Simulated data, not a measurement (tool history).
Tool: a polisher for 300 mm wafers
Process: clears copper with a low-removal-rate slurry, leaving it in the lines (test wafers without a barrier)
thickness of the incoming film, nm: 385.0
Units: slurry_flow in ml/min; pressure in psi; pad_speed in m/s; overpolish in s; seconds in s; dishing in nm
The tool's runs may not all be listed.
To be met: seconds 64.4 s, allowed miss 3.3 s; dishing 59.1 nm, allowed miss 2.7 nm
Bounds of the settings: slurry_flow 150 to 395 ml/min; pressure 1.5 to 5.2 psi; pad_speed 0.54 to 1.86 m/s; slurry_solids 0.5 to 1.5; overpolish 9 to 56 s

Run 1, hour 0: slurry_flow 250 ml/min, pressure 3.3 psi, pad_speed 1.18 m/s, slurry_solids 1, overpolish 29 s. Result: seconds 104.9 s, dishing 46.94 nm.
Run 2, hour 2.2: slurry_flow 220 ml/min, pressure 3.3 psi, pad_speed 1.18 m/s, slurry_solids 1, overpolish 29 s. Result: seconds 103.54 s, dishing 45.488 nm.
Run 3, hour 3.8: slurry_flow 225 ml/min, pressure 3.5 psi, pad_speed 1.18 m/s, slurry_solids 1, overpolish 29 s. Result: seconds 99.494 s, dishing 48.311 nm.
Run 4, hour 5.3: slurry_flow 225 ml/min, pressure 3.5 psi, pad_speed 1.18 m/s, slurry_solids 1.2, overpolish 29 s. Result: seconds 95.692 s, dishing 49.092 nm.
Run 5, hour 14.1: slurry_flow 225 ml/min, pressure 3.5 psi, pad_speed 0.9 m/s, slurry_solids 1.2, overpolish 29 s. Result: seconds 124.34 s, dishing 43.302 nm.
Run 6, hour 15: slurry_flow 225 ml/min, pressure 3.8 psi, pad_speed 0.94 m/s, slurry_solids 1.2, overpolish 28 s. Result: seconds 110.26 s, dishing 45.888 nm.
Run 7, hour 15.5: slurry_flow 225 ml/min, pressure 4 psi, pad_speed 0.96 m/s, slurry_solids 1.2, overpolish 27 s. Result: seconds 100.42 s, dishing 46.912 nm.
Run 8, hour 23.7: slurry_flow 225 ml/min, pressure 5 psi, pad_speed 1.04 m/s, slurry_solids 1.2, overpolish 28 s. Result: seconds 75.397 s, dishing 54.419 nm.
Run 9, hour 31.2: slurry_flow 225 ml/min, pressure 5 psi, pad_speed 1.06 m/s, slurry_solids 1.2, overpolish 28 s. Result: seconds 73.818 s, dishing 53.885 nm.
Run 10, hour 39.2: slurry_flow 225 ml/min, pressure 5 psi, pad_speed 1.08 m/s, slurry_solids 1.2, overpolish 28 s. Result: seconds 75.579 s, dishing 55.103 nm.
Run 11, hour 45.4: slurry_flow 225 ml/min, pressure 5 psi, pad_speed 1.1 m/s, slurry_solids 1.2, overpolish 28 s. Result: seconds 73.282 s, dishing 56.085 nm.
Run 12, hour 50.6: slurry_flow 225 ml/min, pressure 5 psi, pad_speed 1.12 m/s, slurry_solids 1.2, overpolish 28 s. Result: seconds 71.503 s, dishing 54.926 nm.

Which of these 5 next moves meets every target?
Run A, hour 55.8: slurry_flow 165 ml/min, pressure 5.2 psi, pad_speed 1.12 m/s, slurry_solids 1.05, overpolish 27 s. Result: seconds ?, dishing ?.
Run B, hour 55.8: slurry_flow 195 ml/min, pressure 5.2 psi, pad_speed 1.18 m/s, slurry_solids 1.35, overpolish 24 s. Result: seconds ?, dishing ?.
Run C, hour 55.8: slurry_flow 205 ml/min, pressure 5.2 psi, pad_speed 1.06 m/s, slurry_solids 1.05, overpolish 24 s. Result: seconds ?, dishing ?.
Run D, hour 55.8: slurry_flow 270 ml/min, pressure 5.2 psi, pad_speed 1.16 m/s, slurry_solids 1.25, overpolish 30 s. Result: seconds ?, dishing ?.
Run E, hour 55.8: slurry_flow 205 ml/min, pressure 5.1 psi, pad_speed 1.16 m/s, slurry_solids 0.95, overpolish 25 s. Result: seconds ?, dishing ?.

move  seconds  dishing
   A   72.417   54.595
   B   64.454   54.569
   C   74.248   51.588
   D   64.124    58.72
   E   70.503   53.476
A: further off than the last run
B: brings the result that was furthest off to its target, and leaves another outside
C: further off than the last run
D: meets every target
E: as far off as the last run
The right move is D.
